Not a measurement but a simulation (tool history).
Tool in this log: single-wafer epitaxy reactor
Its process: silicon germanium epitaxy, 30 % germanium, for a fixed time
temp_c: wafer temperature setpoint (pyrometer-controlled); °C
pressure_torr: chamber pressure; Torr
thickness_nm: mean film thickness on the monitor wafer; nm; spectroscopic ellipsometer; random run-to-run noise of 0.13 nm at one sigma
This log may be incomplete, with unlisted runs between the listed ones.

run 1 hour=0.0 | temp_c=615 pressure_torr=26.8 | thickness_nm=88.753
run 2 hour=4.6 | temp_c=612 pressure_torr=26.8 | thickness_nm=83.659
run 3 hour=9.2 | temp_c=610 pressure_torr=26.8 | thickness_nm=80.334
run 4 hour=12.3 | temp_c=610 pressure_torr=22.1 | thickness_nm=73.088
run 5 hour=16.6 | temp_c=610 pressure_torr=25.3 | thickness_nm=78.280
run 6 hour=17.1 | temp_c=610 pressure_torr=23.2 | thickness_nm=74.583
run 7 hour=21.3 | temp_c=609 pressure_torr=23.2 | thickness_nm=73.395
run 8 hour=22.0 | temp_c=608 pressure_torr=23.2 | thickness_nm=71.859
run 9 hour=30.2 | temp_c=607 pressure_torr=23.2 | thickness_nm=70.345
run 10 hour=35.5 | temp_c=606 pressure_torr=23.2 | thickness_nm=68.955
run 11 hour=44.3 | temp_c=600 pressure_torr=23.2 | thickness_nm=60.935

Estimate the outcome of run 12 from the log above:
run 12 hour=51.7 | temp_c=601 pressure_torr=23.2 | thickness_nm=?

Run 12 yielded thickness_nm 62.383 nm.

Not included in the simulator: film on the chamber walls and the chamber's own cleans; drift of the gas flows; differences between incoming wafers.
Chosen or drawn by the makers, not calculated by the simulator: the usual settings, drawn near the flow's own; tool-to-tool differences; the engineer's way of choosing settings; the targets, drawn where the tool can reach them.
